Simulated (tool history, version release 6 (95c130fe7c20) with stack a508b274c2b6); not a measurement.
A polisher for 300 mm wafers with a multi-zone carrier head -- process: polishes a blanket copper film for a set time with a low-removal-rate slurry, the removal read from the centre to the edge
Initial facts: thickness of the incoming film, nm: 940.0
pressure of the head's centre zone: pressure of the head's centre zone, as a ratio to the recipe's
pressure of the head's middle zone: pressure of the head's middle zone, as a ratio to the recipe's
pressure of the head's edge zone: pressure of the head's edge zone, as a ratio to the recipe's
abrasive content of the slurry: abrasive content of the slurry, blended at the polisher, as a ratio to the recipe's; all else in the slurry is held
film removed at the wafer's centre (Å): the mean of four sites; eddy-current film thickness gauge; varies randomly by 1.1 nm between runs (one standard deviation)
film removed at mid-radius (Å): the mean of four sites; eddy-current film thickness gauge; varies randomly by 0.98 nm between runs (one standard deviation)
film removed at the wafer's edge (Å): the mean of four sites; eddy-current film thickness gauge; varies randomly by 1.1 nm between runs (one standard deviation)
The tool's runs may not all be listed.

run,day,flow of slurry (ml/min),pressure of the head's centre zone,pressure of the head's middle zone,pressure of the head's edge zone,abrasive content of the slurry,polishing time (s),film removed at the wafer's centre (Å),film removed at mid-radius (Å),film removed at the wafer's edge (Å)
1,0.000,265,1.00,1.00,1.00,1.00,35,845.18,836.96,863.76
2,0.146,265,1.00,1.00,1.00,1.00,41,988.88,968.56,990.81
3,0.262,330,1.00,1.00,1.00,1.00,41,1017.30,1024.40,1039.80
4,0.496,280,1.00,1.00,1.00,1.00,41,989.89,990.97,995.24
5,0.658,280,1.00,0.95,1.00,1.00,41,996.04,956.93,975.90
6,0.904,280,1.04,0.95,1.00,1.00,41,1018.00,945.79,1005.60
7,1.171,275,1.01,0.96,0.98,1.00,41,992.51,962.75,979.15
8,1.512,270,1.00,0.96,0.96,1.00,41,980.19,965.99,982.00
9,1.767,290,1.00,1.06,0.86,0.75,39,879.49,930.24,840.73
10,2.088,295,1.00,1.07,0.86,0.75,39,887.14,947.34,859.18

What does the tool deliver on the next run?
11,2.312,300,1.00,1.08,0.86,0.75,39,?,?,?

Run 11 gave film removed at the wafer's centre (Å) 901.71, film removed at mid-radius (Å) 972.16, film removed at the wafer's edge (Å) 841.90.
